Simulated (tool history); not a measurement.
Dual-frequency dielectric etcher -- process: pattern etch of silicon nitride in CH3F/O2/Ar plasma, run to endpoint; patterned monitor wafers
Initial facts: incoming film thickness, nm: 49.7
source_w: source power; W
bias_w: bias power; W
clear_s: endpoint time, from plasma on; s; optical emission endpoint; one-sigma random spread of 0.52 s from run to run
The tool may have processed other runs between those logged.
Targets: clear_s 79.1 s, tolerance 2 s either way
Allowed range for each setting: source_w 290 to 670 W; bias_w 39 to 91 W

run  hour  source_w  bias_w  clear_s
  1     0       480      65   70.168
  2   3.8       460      64   71.943
  3   6.8       440      63   73.047
  4  15.2       430      62   74.801
  5  23.2       430      57   76.323
  6  26.7       340      57     85.2
  7  28.1       350      57   83.402
  8  30.9       360      57   81.441

4 candidate next runs follow, results not yet known. Just one meets every target within its allowed miss. Identify it.
  A  33.7       410      52        ?
  B  33.7       450      57        ?
  C  33.7       420      61        ?
  D  33.7       360      46        ?

move  clear_s
   A   79.599
   B   74.392
   C   75.128
   D   87.372
A: every result within its allowed miss
B: moves the result that the last run missed by most past its target, out the other side
C: moves the result that the last run missed by most past its target, out the other side
D: misses by more than the last run did
The right move is A.
